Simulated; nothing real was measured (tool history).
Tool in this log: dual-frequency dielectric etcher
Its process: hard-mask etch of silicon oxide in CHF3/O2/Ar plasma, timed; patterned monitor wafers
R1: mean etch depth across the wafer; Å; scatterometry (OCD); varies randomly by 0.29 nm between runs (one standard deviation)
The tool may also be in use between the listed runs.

run 1 hour=0.0 | source_power_(kW)=0.710 bias_power_(kW)=0.191 etch_time_(s)=24.0 | R1=512.54
run 2 hour=8.3 | source_power_(kW)=0.650 bias_power_(kW)=0.185 etch_time_(s)=24.0 | R1=484.82
run 3 hour=10.4 | source_power_(kW)=0.650 bias_power_(kW)=0.166 etch_time_(s)=24.0 | R1=454.12
run 4 hour=16.3 | source_power_(kW)=0.640 bias_power_(kW)=0.165 etch_time_(s)=24.0 | R1=454.11
run 5 hour=17.0 | source_power_(kW)=0.630 bias_power_(kW)=0.164 etch_time_(s)=24.0 | R1=448.78
run 6 hour=23.2 | source_power_(kW)=0.530 bias_power_(kW)=0.164 etch_time_(s)=24.0 | R1=413.60
run 7 hour=28.0 | source_power_(kW)=0.550 bias_power_(kW)=0.165 etch_time_(s)=24.0 | R1=422.18

Run 8 is up next; what results do you expect?
run 8 hour=34.2 | source_power_(kW)=0.560 bias_power_(kW)=0.165 etch_time_(s)=24.0 | R1=?

{"run 8": {"R1": 422.95}}

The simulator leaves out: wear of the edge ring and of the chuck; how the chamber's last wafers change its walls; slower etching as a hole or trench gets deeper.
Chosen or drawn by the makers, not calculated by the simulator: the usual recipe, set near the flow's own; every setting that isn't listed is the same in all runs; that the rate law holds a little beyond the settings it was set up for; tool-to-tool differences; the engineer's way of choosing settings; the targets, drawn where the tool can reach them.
